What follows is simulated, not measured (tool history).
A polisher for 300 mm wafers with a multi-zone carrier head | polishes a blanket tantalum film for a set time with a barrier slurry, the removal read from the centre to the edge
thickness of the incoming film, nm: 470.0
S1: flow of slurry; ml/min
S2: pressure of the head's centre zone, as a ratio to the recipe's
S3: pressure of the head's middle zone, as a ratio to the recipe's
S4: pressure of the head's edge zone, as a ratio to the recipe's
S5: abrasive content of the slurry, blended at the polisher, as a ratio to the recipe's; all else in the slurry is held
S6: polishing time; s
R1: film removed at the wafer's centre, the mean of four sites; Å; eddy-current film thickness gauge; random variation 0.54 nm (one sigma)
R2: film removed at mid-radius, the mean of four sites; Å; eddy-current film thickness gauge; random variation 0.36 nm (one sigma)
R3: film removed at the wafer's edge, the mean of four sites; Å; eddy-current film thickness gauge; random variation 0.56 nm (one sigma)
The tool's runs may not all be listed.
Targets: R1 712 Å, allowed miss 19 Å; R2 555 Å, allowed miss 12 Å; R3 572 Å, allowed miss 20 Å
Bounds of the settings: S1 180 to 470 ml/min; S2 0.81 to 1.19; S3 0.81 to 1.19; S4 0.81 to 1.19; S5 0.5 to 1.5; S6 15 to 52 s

run    day   S1    S2    S3    S4    S5  S6      R1      R2      R3
  1      0  300     1     1     1     1  33  776.13  786.77   775.9
  2  0.338  300     1  1.07     1     1  33  793.34  819.55  765.35
  3  0.558  300     1  1.07  0.95     1  33  793.15  828.08  738.81
  4  0.883  295  1.03  1.02  0.93   0.9  32  763.78  754.76   701.7
  5  1.246  295  1.03  1.02  0.93   0.9  37  866.89   864.6  799.68
  6  1.604  295  1.06  0.99  0.91   0.8  36  850.22  802.34  764.17
  7   1.95  295  1.08  0.97  0.89  0.75  35  828.09  747.96  720.74
  8  2.279  295  1.09  0.95  0.88   0.7  34  803.74  697.73  675.77
  9  2.379  255  1.06  0.85  0.81   0.5  33  667.13  549.97   570.4
 10  2.479  265  1.07  0.85  0.81   0.5  33  673.09  553.08  573.52

Which of these 5 next moves meets every target?
  A  2.579  330  1.09  0.87  0.81  0.55  31   ?   ?   ?
  B  2.579  245  1.04  0.88  0.85  0.75  29   ?   ?   ?
  C  2.579  235  1.11  0.92  0.91   0.5  31   ?   ?   ?
  D  2.579  325  1.11  0.84  0.81  0.65  30   ?   ?   ?
  E  2.579  345  1.05  0.92  0.99  0.55  29   ?   ?   ?

move      R1      R2      R3
   A  678.78  557.87  568.59
   B  640.37  559.19  581.24
   C  641.73  544.48  563.38
   D  703.12  551.39  578.94
   E  614.54  548.86  584.56
A: nearer than the last run, and not there yet
B: further off than the last run
C: further off than the last run
D: meets every target
E: further off than the last run
The right move is D.
